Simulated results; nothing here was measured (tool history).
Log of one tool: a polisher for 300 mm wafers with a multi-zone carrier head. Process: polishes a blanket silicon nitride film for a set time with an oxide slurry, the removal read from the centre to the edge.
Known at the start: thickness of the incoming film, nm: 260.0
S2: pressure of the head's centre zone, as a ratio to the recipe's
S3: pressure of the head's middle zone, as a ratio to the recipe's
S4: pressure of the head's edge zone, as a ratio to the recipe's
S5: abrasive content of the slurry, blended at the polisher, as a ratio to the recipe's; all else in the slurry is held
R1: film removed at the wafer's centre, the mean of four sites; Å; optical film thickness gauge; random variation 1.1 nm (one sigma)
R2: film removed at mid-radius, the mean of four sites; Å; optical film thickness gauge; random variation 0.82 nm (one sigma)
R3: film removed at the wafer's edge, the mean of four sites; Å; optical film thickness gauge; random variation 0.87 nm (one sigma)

Run 1, hour 0: flow of slurry (ml/min) 180, S2 1, S3 1, S4 1, S5 1, polishing time (s) 88. Result: R1 811.7 Å, R2 810.55 Å, R3 807.86 Å.
Run 2, hour 2: flow of slurry (ml/min) 180, S2 1, S3 1.07, S4 1, S5 1, polishing time (s) 88. Result: R1 834.08 Å, R2 852.6 Å, R3 812.21 Å.
Run 3, hour 10.7: flow of slurry (ml/min) 140, S2 1, S3 1.07, S4 1, S5 1, polishing time (s) 88. Result: R1 792.32 Å, R2 814.59 Å, R3 784.79 Å.
Run 4, hour 19: flow of slurry (ml/min) 140, S2 1, S3 1.07, S4 1, S5 1.2, polishing time (s) 88. Result: R1 832.24 Å, R2 894.23 Å, R3 866.21 Å.
Run 5, hour 24.4: flow of slurry (ml/min) 150, S2 1.02, S3 1.06, S4 1.01, S5 1.2, polishing time (s) 88. Result: R1 887.36 Å, R2 889.67 Å, R3 864.43 Å.
Run 6, hour 30.5: flow of slurry (ml/min) 110, S2 1.02, S3 1.06, S4 1.01, S5 1.2, polishing time (s) 88. Result: R1 815.11 Å, R2 824.98 Å, R3 824.66 Å.
Run 7, hour 36.4: flow of slurry (ml/min) 160, S2 1.12, S3 0.96, S4 1.11, S5 1.25, polishing time (s) 88. Result: R1 992.57 Å, R2 868.25 Å, R3 933.08 Å.

The next listed run, before its measurement:
Run 8, hour 42.3: flow of slurry (ml/min) 165, S2 1.13, S3 0.96, S4 1.11, S5 1.25, polishing time (s) 88. Result: R1 ?, R2 ?, R3 ?.

R1: 1003.7 Å
R2: 870.51 Å
R3: 948.88 Å
